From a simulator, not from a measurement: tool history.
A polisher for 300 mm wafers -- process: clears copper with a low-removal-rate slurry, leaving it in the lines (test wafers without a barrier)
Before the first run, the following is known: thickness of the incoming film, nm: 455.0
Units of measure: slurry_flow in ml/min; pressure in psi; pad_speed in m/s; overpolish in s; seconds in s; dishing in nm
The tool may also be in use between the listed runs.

run,hour,slurry_flow,pressure,pad_speed,slurry_solids,overpolish,seconds,dishing
1,0.0,190,4.0,1.26,1.0,21,95.579,58.820
2,1.8,190,4.0,1.44,1.0,21,82.832,63.132
3,7.7,190,3.6,1.44,1.0,21,92.487,57.968
4,11.7,190,3.6,1.32,1.0,21,99.983,56.329
5,14.6,190,3.5,1.34,1.0,19,103.880,52.253
6,16.7,190,3.5,1.46,1.0,19,92.813,55.069

Run 7, settings as shown, results not yet in. Your forecast:
7,24.3,190,2.8,1.50,1.0,9,?,?

Logged for run 7: seconds 114.200 s, dishing 26.409 nm.
